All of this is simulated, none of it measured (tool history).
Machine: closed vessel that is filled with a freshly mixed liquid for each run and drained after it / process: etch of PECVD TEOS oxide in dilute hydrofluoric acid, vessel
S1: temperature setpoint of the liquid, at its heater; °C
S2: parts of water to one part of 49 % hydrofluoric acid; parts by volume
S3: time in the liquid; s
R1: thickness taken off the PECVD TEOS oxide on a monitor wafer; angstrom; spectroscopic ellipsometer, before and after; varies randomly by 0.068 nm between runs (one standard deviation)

run  hour  S1   S2   S3      R1
  1     0  22  110  125  152.86
  2   2.4  22  110   95  115.77
  3  10.7  22  110   95  114.81
  4    14  22   70   95  190.92
  5    18  22   70   95  191.64
  6  25.4  22   35   95  400.49

What does the tool deliver on the next run?
  7    31  21.5  40  95   ?

R1: 340.53 angstrom
